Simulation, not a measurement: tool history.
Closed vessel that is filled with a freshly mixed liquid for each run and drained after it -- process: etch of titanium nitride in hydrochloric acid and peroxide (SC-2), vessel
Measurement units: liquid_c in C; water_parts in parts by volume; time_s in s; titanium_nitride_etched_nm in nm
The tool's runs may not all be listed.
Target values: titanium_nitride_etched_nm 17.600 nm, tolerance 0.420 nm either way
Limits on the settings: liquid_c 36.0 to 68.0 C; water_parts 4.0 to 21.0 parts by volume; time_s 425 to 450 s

run,day,liquid_c,water_parts,time_s,titanium_nitride_etched_nm
1,0.000,52.0,11.5,425,10.589
2,0.050,52.0,9.5,425,12.574
3,0.162,52.0,9.5,450,13.185
4,0.262,52.5,9.5,450,13.833
5,0.462,46.5,9.5,450,9.164
6,0.846,46.5,7.5,450,11.163
# day 0.971: thermometer replaced
7,0.971,47.5,7.5,450,10.850
8,1.125,48.5,7.5,450,11.611
9,1.258,56.0,7.5,450,18.906

Which single option among these 5 for the next run brings every result within its allowed miss of target? Just one does.
A,1.392,56.5,8.5,425,?
B,1.392,53.0,6.0,430,?
C,1.392,55.0,7.0,435,?
D,1.392,54.0,5.0,425,?
E,1.392,64.5,13.5,425,?

move,titanium_nitride_etched_nm
A,16.859
B,17.847
C,18.279
D,21.519
E,18.838
A: carries the result that was furthest off beyond its target, to the other side
B: all results in spec
C: nearer than the last run, and not there yet
D: moves away from the targets compared with the last run
E: nearer than the last run, and not there yet
Answer: B
